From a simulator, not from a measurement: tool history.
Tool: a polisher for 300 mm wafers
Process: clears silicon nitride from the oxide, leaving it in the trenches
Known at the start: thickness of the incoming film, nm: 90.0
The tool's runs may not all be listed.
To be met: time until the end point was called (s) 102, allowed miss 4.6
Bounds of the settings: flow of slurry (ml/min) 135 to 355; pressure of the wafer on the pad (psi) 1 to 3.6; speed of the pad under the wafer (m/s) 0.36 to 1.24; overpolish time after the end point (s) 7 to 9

| run | hour | flow of slurry (ml/min) | pressure of the wafer on the pad (psi) | speed of the pad under the wafer (m/s) | overpolish time after the end point (s) | time until the end point was called (s) |
|---|---|---|---|---|---|---|
| 1 | 0 | 225 | 2.3 | 0.8 | 9 | 135.33 |
| 2 | 5.7 | 190 | 2.3 | 0.8 | 9 | 137.93 |
| 3 | 9.2 | 230 | 2.3 | 0.8 | 9 | 136.8 |
| 4 | 12 | 230 | 2.5 | 0.8 | 9 | 125.14 |
| 5 | 13.5 | 230 | 2 | 0.8 | 9 | 153.33 |
| 6 | 17 | 230 | 2 | 0.8 | 9 | 157.14 |
| 7 | 20.6 | 230 | 2.2 | 0.8 | 9 | 141.09 |
| 8 | 28.2 | 230 | 2.8 | 0.82 | 9 | 108.63 |

5 next moves are on the table. One of them brings every result within its allowed miss. Which?
| A | 35.8 | 250 | 2.7 | 0.82 | 7 | ? |
| B | 35.8 | 175 | 3.1 | 0.84 | 7 | ? |
| C | 35.8 | 250 | 3.3 | 0.68 | 7 | ? |
| D | 35.8 | 190 | 2.6 | 0.88 | 9 | ? |
| E | 35.8 | 235 | 3.1 | 0.86 | 7 | ? |

| move | time until the end point was called (s) |
|---|---|
| A | 112.47 |
| B | 99.223 |
| C | 110.82 |
| D | 111.69 |
| E | 94.342 |
A: further off than the last run
B: meets every target
C: further off than the last run
D: further off than the last run
E: takes the result that was furthest off past its target
Move B is the one to make.
